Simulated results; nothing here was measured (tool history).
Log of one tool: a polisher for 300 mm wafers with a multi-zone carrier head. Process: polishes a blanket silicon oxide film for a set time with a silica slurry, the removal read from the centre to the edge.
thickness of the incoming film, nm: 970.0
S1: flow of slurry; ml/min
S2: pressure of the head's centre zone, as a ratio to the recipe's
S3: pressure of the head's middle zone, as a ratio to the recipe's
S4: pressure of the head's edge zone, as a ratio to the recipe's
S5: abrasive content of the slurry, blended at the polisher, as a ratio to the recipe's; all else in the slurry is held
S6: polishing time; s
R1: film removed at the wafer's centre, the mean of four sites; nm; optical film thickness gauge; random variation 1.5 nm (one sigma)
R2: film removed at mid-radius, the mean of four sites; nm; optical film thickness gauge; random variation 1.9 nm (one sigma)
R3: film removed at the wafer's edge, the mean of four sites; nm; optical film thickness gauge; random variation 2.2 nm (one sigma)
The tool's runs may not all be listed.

run	hour	S1	S2	S3	S4	S5	S6	R1	R2	R3
1	0.0	125	1.00	1.00	1.00	1.00	76	260.04	250.18	258.98
2	3.9	125	0.92	1.00	1.00	1.00	76	236.37	248.90	256.50
3	10.1	125	0.92	1.00	1.00	1.10	76	242.36	249.82	267.24
4	12.0	125	0.85	1.00	1.00	1.10	76	222.28	256.93	263.97
5	19.8	115	0.87	0.99	0.94	0.95	76	215.07	236.65	246.17
# hour 28.5: slurry nozzle cleaned
6	28.5	115	0.87	0.99	0.88	0.95	76	229.84	250.38	252.29
7	35.1	115	0.87	0.99	0.88	0.95	76	227.34	249.76	252.58
8	41.5	105	0.94	1.06	0.81	0.70	75	224.87	233.13	215.67
9	48.8	100	0.93	1.06	0.81	0.65	75	210.35	231.80	210.06

The next listed run, before its measurement:
10	56.9	95	0.93	1.05	0.81	0.65	75	?	?	?

R1: 212.08 nm
R2: 229.64 nm
R3: 207.37 nm

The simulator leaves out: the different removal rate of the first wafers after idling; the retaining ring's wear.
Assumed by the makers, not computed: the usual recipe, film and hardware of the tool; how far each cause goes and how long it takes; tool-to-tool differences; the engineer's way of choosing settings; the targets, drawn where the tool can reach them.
